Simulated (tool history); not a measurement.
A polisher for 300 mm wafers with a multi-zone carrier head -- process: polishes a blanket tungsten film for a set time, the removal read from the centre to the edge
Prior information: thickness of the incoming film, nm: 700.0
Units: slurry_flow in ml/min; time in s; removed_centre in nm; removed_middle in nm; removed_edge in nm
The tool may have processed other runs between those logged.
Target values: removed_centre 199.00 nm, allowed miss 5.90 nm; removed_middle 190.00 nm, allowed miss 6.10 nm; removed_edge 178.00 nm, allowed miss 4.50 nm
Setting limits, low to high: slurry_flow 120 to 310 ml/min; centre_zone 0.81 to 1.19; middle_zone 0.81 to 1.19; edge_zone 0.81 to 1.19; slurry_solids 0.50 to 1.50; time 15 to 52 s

Run 1, hour 0.0: slurry_flow 200 ml/min, centre_zone 1.00, middle_zone 1.00, edge_zone 1.00, slurry_solids 1.00, time 33 s. Result: removed_centre 226.31 nm, removed_middle 236.16 nm, removed_edge 228.80 nm.
Run 2, hour 0.9: slurry_flow 200 ml/min, centre_zone 0.93, middle_zone 1.00, edge_zone 1.00, slurry_solids 1.00, time 33 s. Result: removed_centre 207.23 nm, removed_middle 240.54 nm, removed_edge 227.94 nm.
Run 3, hour 9.3: slurry_flow 195 ml/min, centre_zone 0.95, middle_zone 0.99, edge_zone 0.97, slurry_solids 0.90, time 33 s. Result: removed_centre 203.30 nm, removed_middle 228.55 nm, removed_edge 217.46 nm.
Run 4, hour 11.1: slurry_flow 190 ml/min, centre_zone 0.97, middle_zone 0.98, edge_zone 0.94, slurry_solids 0.85, time 33 s. Result: removed_centre 204.99 nm, removed_middle 219.54 nm, removed_edge 209.83 nm.
Run 5, hour 13.4: slurry_flow 185 ml/min, centre_zone 0.98, middle_zone 0.98, edge_zone 0.92, slurry_solids 0.80, time 33 s. Result: removed_centre 199.61 nm, removed_middle 213.20 nm, removed_edge 197.52 nm.
Run 6, hour 20.3: slurry_flow 175 ml/min, centre_zone 0.99, middle_zone 0.97, edge_zone 0.91, slurry_solids 0.80, time 33 s. Result: removed_centre 200.67 nm, removed_middle 206.78 nm, removed_edge 198.57 nm.
Run 7, hour 24.1: slurry_flow 185 ml/min, centre_zone 1.06, middle_zone 0.97, edge_zone 0.81, slurry_solids 0.55, time 32 s. Result: removed_centre 178.55 nm, removed_middle 176.06 nm, removed_edge 158.19 nm.
Run 8, hour 30.5: slurry_flow 195 ml/min, centre_zone 1.06, middle_zone 0.97, edge_zone 0.83, slurry_solids 0.55, time 32 s. Result: removed_centre 180.45 nm, removed_middle 174.77 nm, removed_edge 160.54 nm.
Run 9, hour 38.6: slurry_flow 200 ml/min, centre_zone 1.07, middle_zone 0.98, edge_zone 0.85, slurry_solids 0.55, time 32 s. Result: removed_centre 182.82 nm, removed_middle 180.80 nm, removed_edge 161.66 nm.
Run 10, hour 41.3: slurry_flow 205 ml/min, centre_zone 1.08, middle_zone 0.98, edge_zone 0.87, slurry_solids 0.55, time 32 s. Result: removed_centre 183.30 nm, removed_middle 177.24 nm, removed_edge 163.04 nm.
Run 11, hour 46.7: slurry_flow 205 ml/min, centre_zone 1.09, middle_zone 0.99, edge_zone 0.89, slurry_solids 0.55, time 32 s. Result: removed_centre 185.61 nm, removed_middle 180.26 nm, removed_edge 165.21 nm.
Run 12, hour 51.0: slurry_flow 210 ml/min, centre_zone 1.10, middle_zone 0.99, edge_zone 0.90, slurry_solids 0.55, time 32 s. Result: removed_centre 185.18 nm, removed_middle 177.76 nm, removed_edge 167.02 nm.
Run 13, hour 55.6: slurry_flow 210 ml/min, centre_zone 1.10, middle_zone 0.99, edge_zone 0.90, slurry_solids 0.55, time 32 s. Result: removed_centre 187.07 nm, removed_middle 178.20 nm, removed_edge 166.59 nm.
Run 14, hour 59.0: slurry_flow 215 ml/min, centre_zone 1.10, middle_zone 1.00, edge_zone 0.91, slurry_solids 0.55, time 32 s. Result: removed_centre 192.17 nm, removed_middle 182.41 nm, removed_edge 166.37 nm.
Run 15, hour 65.5: slurry_flow 220 ml/min, centre_zone 1.10, middle_zone 1.00, edge_zone 0.92, slurry_solids 0.55, time 32 s. Result: removed_centre 188.39 nm, removed_middle 178.17 nm, removed_edge 169.41 nm.
Run 16, hour 66.8: slurry_flow 220 ml/min, centre_zone 1.10, middle_zone 1.01, edge_zone 0.93, slurry_solids 0.55, time 32 s. Result: removed_centre 187.01 nm, removed_middle 183.97 nm, removed_edge 169.42 nm.
Run 17, hour 75.8: slurry_flow 220 ml/min, centre_zone 1.11, middle_zone 1.01, edge_zone 0.94, slurry_solids 0.55, time 32 s. Result: removed_centre 190.21 nm, removed_middle 181.71 nm, removed_edge 169.32 nm.
Run 18, hour 83.4: slurry_flow 225 ml/min, centre_zone 1.11, middle_zone 1.01, edge_zone 0.95, slurry_solids 0.55, time 32 s. Result: removed_centre 192.32 nm, removed_middle 186.31 nm, removed_edge 169.07 nm.
Run 19, hour 86.5: slurry_flow 225 ml/min, centre_zone 1.11, middle_zone 1.01, edge_zone 0.95, slurry_solids 0.55, time 32 s. Result: removed_centre 193.50 nm, removed_middle 183.34 nm, removed_edge 170.24 nm.
Run 20, hour 93.3: slurry_flow 230 ml/min, centre_zone 1.11, middle_zone 1.01, edge_zone 0.96, slurry_solids 0.55, time 32 s. Result: removed_centre 190.64 nm, removed_middle 184.92 nm, removed_edge 171.11 nm.
Run 21, hour 99.3: slurry_flow 230 ml/min, centre_zone 1.11, middle_zone 1.01, edge_zone 0.97, slurry_solids 0.55, time 32 s. Result: removed_centre 193.50 nm, removed_middle 183.10 nm, removed_edge 174.23 nm.
Run 22, hour 106.8: slurry_flow 235 ml/min, centre_zone 1.11, middle_zone 1.01, edge_zone 0.97, slurry_solids 0.55, time 32 s. Result: removed_centre 193.40 nm, removed_middle 183.99 nm, removed_edge 172.04 nm.
Run 23, hour 114.9: slurry_flow 235 ml/min, centre_zone 1.11, middle_zone 1.01, edge_zone 0.98, slurry_solids 0.55, time 32 s. Result: removed_centre 191.45 nm, removed_middle 187.75 nm, removed_edge 173.38 nm.

4 candidate next runs follow, results not yet known. Just one meets every target within its allowed miss. Identify it.
Run A, hour 123.0: slurry_flow 240 ml/min, centre_zone 1.07, middle_zone 1.09, edge_zone 1.00, slurry_solids 0.50, time 33 s. Result: removed_centre ?, removed_middle ?, removed_edge ?.
Run B, hour 123.0: slurry_flow 240 ml/min, centre_zone 1.15, middle_zone 1.05, edge_zone 1.07, slurry_solids 0.55, time 32 s. Result: removed_centre ?, removed_middle ?, removed_edge ?.
Run C, hour 123.0: slurry_flow 250 ml/min, centre_zone 1.10, middle_zone 0.87, edge_zone 1.02, slurry_solids 0.60, time 32 s. Result: removed_centre ?, removed_middle ?, removed_edge ?.
Run D, hour 123.0: slurry_flow 125 ml/min, centre_zone 1.00, middle_zone 0.93, edge_zone 0.92, slurry_solids 0.85, time 32 s. Result: removed_centre ?, removed_middle ?, removed_edge ?.

move  removed_centre  removed_middle  removed_edge
   A          181.27          194.35        171.85
   B          199.44          193.52        180.86
   C          200.11          178.26        186.35
   D          186.55          194.17        191.54
A: lands further from the targets than the last run did
B: meets every target
C: brings the result that was furthest off to its target, and leaves another outside
D: lands further from the targets than the last run did
Correct choice: B, which meets every target
